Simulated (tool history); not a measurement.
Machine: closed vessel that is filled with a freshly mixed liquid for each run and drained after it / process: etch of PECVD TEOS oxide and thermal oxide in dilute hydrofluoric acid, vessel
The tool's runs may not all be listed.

run	day	temperature setpoint of the liquid (K)	parts of water to one part of 49 % hydrofluoric acid (parts by volume)	time in the liquid (s)	thickness taken off the PECVD TEOS oxide on a monitor wafer (angstrom)	thickness taken off the thermal oxide on a monitor wafer (angstrom)
1	0	297.15	175	570	531.71	116.51
2	0.217	295.15	190	570	442.59	97.562
3	0.479	293.65	205	570	376.01	83.431
4	0.675	293.65	250	570	296.44	66.029
5	0.958	293.65	250	365	191.11	42.805
6	1.062	293.65	225	365	217.7	47.418
7	1.133	295.15	225	365	230.75	50.746
8	1.508	296.65	225	365	246.39	53.856
9	1.688	297.65	225	365	250.31	55.575

Run 10 has not been measured yet. What should we expect?
10	2	298.15	225	365	?	?

thickness taken off the PECVD TEOS oxide on a monitor wafer (angstrom): 258.6
thickness taken off the thermal oxide on a monitor wafer (angstrom): 56.014
